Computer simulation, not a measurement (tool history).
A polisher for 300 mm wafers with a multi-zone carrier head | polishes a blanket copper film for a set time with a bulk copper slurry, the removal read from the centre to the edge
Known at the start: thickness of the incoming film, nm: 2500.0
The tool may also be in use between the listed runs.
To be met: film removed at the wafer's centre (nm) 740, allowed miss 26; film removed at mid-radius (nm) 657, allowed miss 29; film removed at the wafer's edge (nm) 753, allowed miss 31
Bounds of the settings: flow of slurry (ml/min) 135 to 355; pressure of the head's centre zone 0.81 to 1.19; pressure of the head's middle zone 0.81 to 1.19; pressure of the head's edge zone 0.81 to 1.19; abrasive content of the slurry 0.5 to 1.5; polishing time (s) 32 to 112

| run | hour | flow of slurry (ml/min) | pressure of the head's centre zone | pressure of the head's middle zone | pressure of the head's edge zone | abrasive content of the slurry | polishing time (s) | film removed at the wafer's centre (nm) | film removed at mid-radius (nm) | film removed at the wafer's edge (nm) |
|---|---|---|---|---|---|---|---|---|---|---|
| 1 | 0 | 225 | 1 | 1 | 1 | 1 | 72 | 794.02 | 792.08 | 794.1 |
| 2 | 2 | 225 | 1 | 1.04 | 1 | 1 | 72 | 777.8 | 836.98 | 809.95 |
| 3 | 8.7 | 215 | 0.99 | 1 | 1.02 | 0.95 | 72 | 766.2 | 783.6 | 789.57 |
| 4 | 12.9 | 265 | 0.99 | 1 | 1.02 | 0.95 | 72 | 799.02 | 809.97 | 822.19 |
| 5 | 17.7 | 265 | 1.03 | 1 | 1.02 | 0.95 | 72 | 830.89 | 800.27 | 783.56 |
| 6 | 22.2 | 265 | 1.03 | 0.92 | 1.02 | 0.95 | 72 | 829.23 | 753.45 | 782.56 |
| 7 | 23.6 | 250 | 1.01 | 0.89 | 1.02 | 0.95 | 72 | 820.09 | 711.26 | 789.63 |
| 8 | 26.9 | 220 | 0.93 | 0.88 | 0.98 | 0.8 | 71 | 690.63 | 687.05 | 737.01 |

4 next moves are on the table. One of them brings every result within its allowed miss. Which?
| A | 30.2 | 240 | 0.96 | 0.89 | 0.95 | 0.85 | 72 | ? | ? | ? |
| B | 30.2 | 280 | 0.96 | 0.82 | 0.99 | 0.85 | 70 | ? | ? | ? |
| C | 30.2 | 300 | 0.86 | 0.9 | 0.96 | 0.75 | 72 | ? | ? | ? |
| D | 30.2 | 230 | 0.97 | 1.03 | 0.86 | 0.75 | 67 | ? | ? | ? |

| move | film removed at the wafer's centre (nm) | film removed at mid-radius (nm) | film removed at the wafer's edge (nm) |
|---|---|---|---|
| A | 751.67 | 713.85 | 742.02 |
| B | 745.64 | 660.99 | 746.88 |
| C | 678.28 | 724.78 | 744.98 |
| D | 688.69 | 731.37 | 642.18 |
A: brings the result that was furthest off to its target, and leaves another outside
B: meets every target
C: further off than the last run
D: further off than the last run
Move B is the one to make.
